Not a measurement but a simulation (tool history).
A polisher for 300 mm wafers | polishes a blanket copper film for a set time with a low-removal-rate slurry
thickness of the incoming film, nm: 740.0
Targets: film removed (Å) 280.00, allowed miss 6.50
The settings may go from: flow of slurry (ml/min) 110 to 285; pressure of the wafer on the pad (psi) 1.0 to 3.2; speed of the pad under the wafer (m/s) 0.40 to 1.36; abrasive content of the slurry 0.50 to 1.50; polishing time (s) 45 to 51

run	hour	flow of slurry (ml/min)	pressure of the wafer on the pad (psi)	speed of the pad under the wafer (m/s)	abrasive content of the slurry	polishing time (s)	film removed (Å)
1	0.0	180	2.1	0.88	1.00	51	805.84
2	7.7	180	2.1	0.88	1.00	51	804.87
3	12.2	170	1.8	0.76	1.00	51	597.11
4	16.0	150	1.8	0.76	1.00	51	578.79
5	23.5	140	1.6	0.68	1.00	51	464.68
6	26.2	185	1.6	0.68	1.00	51	489.99
7	27.7	135	1.0	0.46	1.00	51	202.07
8	32.3	170	1.1	0.46	1.00	51	233.87
9	38.5	195	1.1	0.46	1.00	51	236.39
10	46.5	210	1.2	0.46	1.00	51	256.44
11	47.6	220	1.2	0.46	1.00	51	259.53
12	52.5	230	1.2	0.46	1.00	51	261.52
13	60.8	235	1.2	0.46	1.00	51	262.06
14	68.6	240	1.2	0.46	1.00	51	262.85
15	74.5	260	1.3	0.46	1.00	51	285.37

5 next moves are on the table. One of them brings every result within its allowed miss. Which?
A	80.4	265	1.4	0.46	0.95	50	?
B	80.4	280	1.1	0.60	1.15	46	?
C	80.4	225	1.8	0.42	0.70	45	?
D	80.4	255	1.7	0.46	0.70	45	?
E	80.4	280	1.3	0.58	0.80	45	?

move	film removed (Å)
A	297.81
B	297.49
C	281.16
D	294.14
E	297.89
A: further off than the last run
B: further off than the last run
C: meets every target
D: further off than the last run
E: further off than the last run
Move C is the one to make.
